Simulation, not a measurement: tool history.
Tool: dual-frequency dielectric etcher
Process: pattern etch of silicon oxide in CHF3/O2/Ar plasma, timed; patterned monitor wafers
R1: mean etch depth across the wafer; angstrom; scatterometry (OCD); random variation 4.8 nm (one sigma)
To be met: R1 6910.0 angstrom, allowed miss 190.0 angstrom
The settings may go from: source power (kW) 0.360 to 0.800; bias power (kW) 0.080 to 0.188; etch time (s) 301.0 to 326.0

Run 1, day 0.000: source power (kW) 0.580, bias power (kW) 0.134, etch time (s) 326.0. Result: R1 5719.7 angstrom.
Run 2, day 0.358: source power (kW) 0.530, bias power (kW) 0.134, etch time (s) 326.0. Result: R1 5435.1 angstrom.
Run 3, day 0.504: source power (kW) 0.590, bias power (kW) 0.138, etch time (s) 326.0. Result: R1 5882.7 angstrom.
Run 4, day 0.658: source power (kW) 0.590, bias power (kW) 0.138, etch time (s) 301.0. Result: R1 5388.0 angstrom.
Run 5, day 0.829: source power (kW) 0.590, bias power (kW) 0.147, etch time (s) 301.0. Result: R1 5575.8 angstrom.
Run 6, day 0.858: source power (kW) 0.640, bias power (kW) 0.153, etch time (s) 303.0. Result: R1 5980.5 angstrom.
Run 7, day 1.117: source power (kW) 0.680, bias power (kW) 0.155, etch time (s) 303.5. Result: R1 6250.7 angstrom.
Run 8, day 1.167: source power (kW) 0.710, bias power (kW) 0.157, etch time (s) 304.0. Result: R1 6417.7 angstrom.
Run 9, day 1.208: source power (kW) 0.730, bias power (kW) 0.158, etch time (s) 304.5. Result: R1 6604.3 angstrom.
Run 10, day 1.342: source power (kW) 0.740, bias power (kW) 0.159, etch time (s) 304.5. Result: R1 6604.5 angstrom.
Run 11, day 1.492: source power (kW) 0.750, bias power (kW) 0.160, etch time (s) 304.5. Result: R1 6671.0 angstrom.

Which of these 4 next moves meets every target?
Run A, day 1.642: source power (kW) 0.780, bias power (kW) 0.156, etch time (s) 326.0. Result: R1 ?.
Run B, day 1.642: source power (kW) 0.720, bias power (kW) 0.169, etch time (s) 313.0. Result: R1 ?.
Run C, day 1.642: source power (kW) 0.770, bias power (kW) 0.167, etch time (s) 320.0. Result: R1 ?.
Run D, day 1.642: source power (kW) 0.750, bias power (kW) 0.156, etch time (s) 301.0. Result: R1 ?.

move      R1
   A  7212.9
   B  6916.1
   C  7267.0
   D  6532.6
A: takes the result that was furthest off past its target
B: meets every target
C: takes the result that was furthest off past its target
D: further off than the last run
The right move is B.
